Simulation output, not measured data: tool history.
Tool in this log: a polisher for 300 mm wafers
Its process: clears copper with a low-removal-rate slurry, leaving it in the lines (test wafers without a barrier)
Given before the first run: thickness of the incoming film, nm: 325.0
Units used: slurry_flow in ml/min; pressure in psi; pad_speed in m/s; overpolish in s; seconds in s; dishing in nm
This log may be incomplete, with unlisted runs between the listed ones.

{"run": 1, "day": 0.0, "slurry_flow": 270, "pressure": 2.5, "pad_speed": 0.88, "slurry_solids": 1.0, "overpolish": 23, "seconds": 132.78, "dishing": 37.984}
{"run": 2, "day": 0.283, "slurry_flow": 270, "pressure": 2.5, "pad_speed": 0.88, "slurry_solids": 1.2, "overpolish": 23, "seconds": 128.43, "dishing": 39.776}
{"run": 3, "day": 0.346, "slurry_flow": 270, "pressure": 2.5, "pad_speed": 0.88, "slurry_solids": 1.1, "overpolish": 23, "seconds": 129.42, "dishing": 39.179}
{"run": 4, "day": 0.658, "slurry_flow": 270, "pressure": 2.4, "pad_speed": 0.88, "slurry_solids": 1.1, "overpolish": 24, "seconds": 135.34, "dishing": 38.991}
{"run": 5, "day": 0.983, "slurry_flow": 295, "pressure": 2.4, "pad_speed": 0.88, "slurry_solids": 1.1, "overpolish": 24, "seconds": 134.47, "dishing": 38.304}
{"run": 6, "day": 1.254, "slurry_flow": 295, "pressure": 2.8, "pad_speed": 0.88, "slurry_solids": 1.1, "overpolish": 24, "seconds": 116.57, "dishing": 45.554}

The next listed run, before its measurement:
{"run": 7, "day": 1.408, "slurry_flow": 295, "pressure": 2.7, "pad_speed": 0.88, "slurry_solids": 1.1, "overpolish": 25, "seconds": "?", "dishing": "?"}

{"run 7": {"seconds": 120.49, "dishing": 45.102}}
